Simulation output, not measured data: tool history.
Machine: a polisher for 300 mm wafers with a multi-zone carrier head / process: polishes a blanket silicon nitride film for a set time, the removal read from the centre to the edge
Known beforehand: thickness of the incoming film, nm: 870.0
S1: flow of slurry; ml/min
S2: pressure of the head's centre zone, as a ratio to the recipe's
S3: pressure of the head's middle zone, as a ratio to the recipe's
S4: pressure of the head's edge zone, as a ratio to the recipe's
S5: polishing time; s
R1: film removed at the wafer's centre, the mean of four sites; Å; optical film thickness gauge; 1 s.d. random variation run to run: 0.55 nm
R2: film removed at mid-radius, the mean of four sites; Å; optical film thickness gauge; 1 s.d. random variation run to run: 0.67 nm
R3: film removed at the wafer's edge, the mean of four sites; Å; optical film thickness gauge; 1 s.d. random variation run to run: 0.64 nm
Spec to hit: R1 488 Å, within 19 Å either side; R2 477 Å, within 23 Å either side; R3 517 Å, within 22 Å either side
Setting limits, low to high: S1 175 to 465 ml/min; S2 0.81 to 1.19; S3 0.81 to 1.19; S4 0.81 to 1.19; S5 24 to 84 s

run,hour,S1,S2,S3,S4,S5,R1,R2,R3
1,0,295,1,1,1,54,939.7,930.62,933.41
2,5.7,295,1,1,0.96,54,915.98,952.75,901.81
3,13.3,295,1,1,0.92,54,935.41,921.3,888.55
4,15.5,295,0.94,1,0.92,54,881.25,939.91,888.67
5,19.6,290,0.93,0.98,0.92,51,801.76,880.57,837.76
6,25.7,290,0.93,1.03,0.92,51,814.5,918.22,840.11
7,27.6,260,0.95,0.93,0.92,36,572.44,571.75,602.52
8,33.2,260,0.95,0.93,0.92,36,566.45,585.58,570.48
9,39.9,255,0.95,0.92,0.92,36,571.83,593.07,590
10,44.8,260,0.95,0.91,0.92,35,557.1,545.64,571.17
11,46.5,255,0.94,0.9,0.91,35,547.56,567.14,567.93
12,55.3,255,0.94,0.89,0.92,34,534.18,517.41,553.68
13,63.2,245,0.92,0.87,0.9,33,511.25,505.63,518.57
14,69.9,245,0.92,0.87,0.9,33,517.4,495.91,533.31

Of the 5 settings listed for the next run, only one would bring every result within its allowed miss of target. Which one?
A,76.6,285,0.94,0.94,0.87,32,?,?,?
B,76.6,220,0.9,1,0.89,33,?,?,?
C,76.6,290,0.9,0.84,0.91,32,?,?,?
D,76.6,225,0.87,0.81,1.06,34,?,?,?
E,76.6,265,0.91,0.87,0.86,34,?,?,?

move,R1,R2,R3
A,512.97,529.32,519.1
B,487.57,555.65,526.67
C,491.68,483.27,531.36
D,486.67,482.28,592.73
E,522.25,522.96,545.62
A: further off than the last run
B: puts the biggest miss on target and leaves a different result outside tolerance
C: every result lands within tolerance
D: puts the biggest miss on target and leaves a different result outside tolerance
E: further off than the last run
C is the move that brings every result within its allowed miss.

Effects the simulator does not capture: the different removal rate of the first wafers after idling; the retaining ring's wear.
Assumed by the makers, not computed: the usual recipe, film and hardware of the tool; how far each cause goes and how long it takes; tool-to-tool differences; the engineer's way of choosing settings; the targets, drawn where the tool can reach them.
